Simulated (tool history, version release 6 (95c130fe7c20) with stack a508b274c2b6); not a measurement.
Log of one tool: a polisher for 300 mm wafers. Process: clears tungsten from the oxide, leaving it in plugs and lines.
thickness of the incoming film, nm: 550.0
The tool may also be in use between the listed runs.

run  hour  flow of slurry (ml/min)  pressure of the wafer on the pad (kPa)  speed of the pad under the wafer (m/s)  abrasive content of the slurry  overpolish time after the end point (s)  time until the end point was called (s)
  1   0.0                      285                                    29.6                                    1.34                             1.0                                       42                                   75.954
  2   3.7                      285                                    23.4                                    1.34                             1.0                                       42                                   96.284
  3   9.5                      285                                    24.8                                    1.34                             1.0                                       42                                   92.612
  4  17.3                      285                                    26.2                                    1.34                             1.0                                       42                                   86.358
  5  20.9                      285                                    27.6                                    1.34                             1.0                                       42                                   83.020
  6  22.6                      285                                    27.6                                    1.34                             0.9                                       42                                   83.250

Run 7 comes next. What will it give?
  7  27.1                      285                                    29.0                                    1.34                             0.9                                       42                                        ?

Run 7 gave time until the end point was called (s) 81.266.
